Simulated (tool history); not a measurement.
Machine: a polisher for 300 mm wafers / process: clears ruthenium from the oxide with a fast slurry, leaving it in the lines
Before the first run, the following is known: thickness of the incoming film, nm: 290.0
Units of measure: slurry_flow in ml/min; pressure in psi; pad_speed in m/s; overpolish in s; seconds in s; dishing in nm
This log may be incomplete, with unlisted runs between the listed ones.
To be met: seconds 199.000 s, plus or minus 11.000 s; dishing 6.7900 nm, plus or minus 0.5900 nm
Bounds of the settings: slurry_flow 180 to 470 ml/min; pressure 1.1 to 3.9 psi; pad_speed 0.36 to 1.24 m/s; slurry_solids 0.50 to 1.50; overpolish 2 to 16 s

run 1 hour=0.0 | slurry_flow=300 pressure=2.5 pad_speed=0.80 slurry_solids=1.00 overpolish=8 | seconds=79.929 dishing=16.8590
run 2 hour=3.5 | slurry_flow=300 pressure=2.5 pad_speed=0.80 slurry_solids=1.00 overpolish=6 | seconds=75.025 dishing=14.7130
run 3 hour=6.3 | slurry_flow=300 pressure=2.7 pad_speed=0.80 slurry_solids=1.00 overpolish=6 | seconds=73.125 dishing=14.7190
run 4 hour=11.8 | slurry_flow=300 pressure=2.7 pad_speed=0.90 slurry_solids=1.00 overpolish=6 | seconds=64.351 dishing=15.7720
run 5 hour=13.9 | slurry_flow=300 pressure=3.0 pad_speed=0.90 slurry_solids=1.00 overpolish=6 | seconds=60.759 dishing=17.6180
run 6 hour=18.3 | slurry_flow=295 pressure=2.8 pad_speed=0.82 slurry_solids=0.95 overpolish=6 | seconds=71.565 dishing=14.5220
run 7 hour=21.2 | slurry_flow=295 pressure=2.6 pad_speed=0.76 slurry_solids=0.95 overpolish=6 | seconds=80.085 dishing=13.5790
run 8 hour=30.2 | slurry_flow=285 pressure=1.9 pad_speed=0.54 slurry_solids=0.85 overpolish=4 | seconds=157.460 dishing=5.9565
run 9 hour=38.5 | slurry_flow=285 pressure=1.8 pad_speed=0.54 slurry_solids=0.85 overpolish=4 | seconds=160.720 dishing=5.5841
run 10 hour=43.4 | slurry_flow=285 pressure=1.7 pad_speed=0.54 slurry_solids=0.85 overpolish=5 | seconds=173.380 dishing=6.6608
run 11 hour=48.7 | slurry_flow=285 pressure=1.5 pad_speed=0.54 slurry_solids=0.85 overpolish=5 | seconds=191.200 dishing=6.1004

Exercise: of the 5 proposed moves below, exactly one satisfies all targets within the stated allowed misses. Which move is it?
run A hour=54.0 | slurry_flow=285 pressure=1.2 pad_speed=0.58 slurry_solids=0.80 overpolish=8 | seconds=? dishing=?
run B hour=54.0 | slurry_flow=220 pressure=1.9 pad_speed=0.60 slurry_solids=0.70 overpolish=4 | seconds=? dishing=?
run C hour=54.0 | slurry_flow=310 pressure=1.2 pad_speed=0.56 slurry_solids=0.95 overpolish=6 | seconds=? dishing=?
run D hour=54.0 | slurry_flow=270 pressure=1.7 pad_speed=0.52 slurry_solids=0.85 overpolish=7 | seconds=? dishing=?
run E hour=54.0 | slurry_flow=185 pressure=1.5 pad_speed=0.56 slurry_solids=0.80 overpolish=7 | seconds=? dishing=?

move=A seconds=214.930 dishing=8.1582
move=B seconds=161.510 dishing=5.7466
move=C seconds=199.210 dishing=6.8186
move=D seconds=174.530 dishing=8.6770
move=E seconds=195.000 dishing=7.9156
A: pushes the last run's worst result past its target
B: its largest miss is bigger than the last run's
C: every result within its allowed miss
D: pushes the last run's worst result past its target
E: pushes the last run's worst result past its target
Answer: C

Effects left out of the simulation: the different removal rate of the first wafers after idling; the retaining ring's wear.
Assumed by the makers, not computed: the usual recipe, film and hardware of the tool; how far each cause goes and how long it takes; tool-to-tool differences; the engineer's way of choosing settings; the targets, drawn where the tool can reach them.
